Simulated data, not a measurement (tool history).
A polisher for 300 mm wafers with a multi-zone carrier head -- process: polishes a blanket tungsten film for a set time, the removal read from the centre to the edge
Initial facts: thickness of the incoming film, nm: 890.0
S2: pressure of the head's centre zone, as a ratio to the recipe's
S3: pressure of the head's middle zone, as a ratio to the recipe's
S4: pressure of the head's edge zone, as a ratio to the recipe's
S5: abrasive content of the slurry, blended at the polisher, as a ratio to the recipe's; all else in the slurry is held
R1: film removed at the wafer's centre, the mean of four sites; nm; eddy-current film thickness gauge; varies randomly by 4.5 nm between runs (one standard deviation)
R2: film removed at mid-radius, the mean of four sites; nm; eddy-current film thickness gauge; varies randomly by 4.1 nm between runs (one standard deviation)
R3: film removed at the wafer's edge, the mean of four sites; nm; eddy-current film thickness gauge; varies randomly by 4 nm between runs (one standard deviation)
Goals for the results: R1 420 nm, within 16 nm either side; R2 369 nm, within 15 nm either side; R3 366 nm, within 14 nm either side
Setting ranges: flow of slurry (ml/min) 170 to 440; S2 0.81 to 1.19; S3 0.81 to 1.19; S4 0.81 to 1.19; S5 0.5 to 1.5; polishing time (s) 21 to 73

{"run": 1, "hour": 0.0, "flow of slurry (ml/min)": 280, "S2": 1, "S3": 1, "S4": 1, "S5": 1, "polishing time (s)": 47, "R1": 267.5, "R2": 258.8, "R3": 265.49}
{"run": 2, "hour": 2.3, "flow of slurry (ml/min)": 285, "S2": 1.03, "S3": 1.02, "S4": 1.02, "S5": 1.1, "polishing time (s)": 48, "R1": 284.62, "R2": 274.29, "R3": 275.31}
{"run": 3, "hour": 7.6, "flow of slurry (ml/min)": 285, "S2": 1.03, "S3": 1.1, "S4": 1.02, "S5": 1.1, "polishing time (s)": 48, "R1": 284.2, "R2": 286.91, "R3": 279.63}
{"run": 4, "hour": 14.4, "flow of slurry (ml/min)": 290, "S2": 1.06, "S3": 1.1, "S4": 1.04, "S5": 1.2, "polishing time (s)": 50, "R1": 318.1, "R2": 309.82, "R3": 294.46}
{"run": 5, "hour": 16.4, "flow of slurry (ml/min)": 290, "S2": 1.07, "S3": 1.08, "S4": 1.06, "S5": 1.25, "polishing time (s)": 51, "R1": 327.45, "R2": 315.35, "R3": 309.03}
{"run": 6, "hour": 21.2, "flow of slurry (ml/min)": 295, "S2": 1.09, "S3": 1.08, "S4": 1.08, "S5": 1.3, "polishing time (s)": 52, "R1": 344.94, "R2": 314.66, "R3": 319.05}
{"run": 7, "hour": 27.8, "flow of slurry (ml/min)": 295, "S2": 1.09, "S3": 1.08, "S4": 1.08, "S5": 1.3, "polishing time (s)": 52, "R1": 343.22, "R2": 315.59, "R3": 316.44}
{"run": 8, "hour": 30.6, "flow of slurry (ml/min)": 295, "S2": 1.1, "S3": 1.09, "S4": 1.09, "S5": 1.35, "polishing time (s)": 53, "R1": 350.85, "R2": 331.13, "R3": 328.94}

4 next moves are on the table. One of them brings every result within its allowed miss. Which?
{"run": "A", "hour": 33.4, "flow of slurry (ml/min)": 305, "S2": 1.05, "S3": 1.1, "S4": 1.08, "S5": 1.3, "polishing time (s)": 47, "R1": "?", "R2": "?", "R3": "?"}
{"run": "B", "hour": 33.4, "flow of slurry (ml/min)": 295, "S2": 1.17, "S3": 1.1, "S4": 1.07, "S5": 1.35, "polishing time (s)": 59, "R1": "?", "R2": "?", "R3": "?"}
{"run": "C", "hour": 33.4, "flow of slurry (ml/min)": 320, "S2": 0.96, "S3": 0.85, "S4": 1.19, "S5": 1.35, "polishing time (s)": 56, "R1": "?", "R2": "?", "R3": "?"}
{"run": "D", "hour": 33.4, "flow of slurry (ml/min)": 195, "S2": 0.85, "S3": 0.92, "S4": 1.19, "S5": 1.5, "polishing time (s)": 55, "R1": "?", "R2": "?", "R3": "?"}

move=A R1=296.04 R2=295.92 R3=292.47
move=B R1=416.92 R2=373.58 R3=367.92
move=C R1=325.47 R2=289.99 R3=371.33
move=D R1=279.76 R2=301 R3=364.37
A: misses by more than the last run did
B: meets every target
C: misses by more than the last run did
D: misses by more than the last run did
Correct choice: B, which meets every target
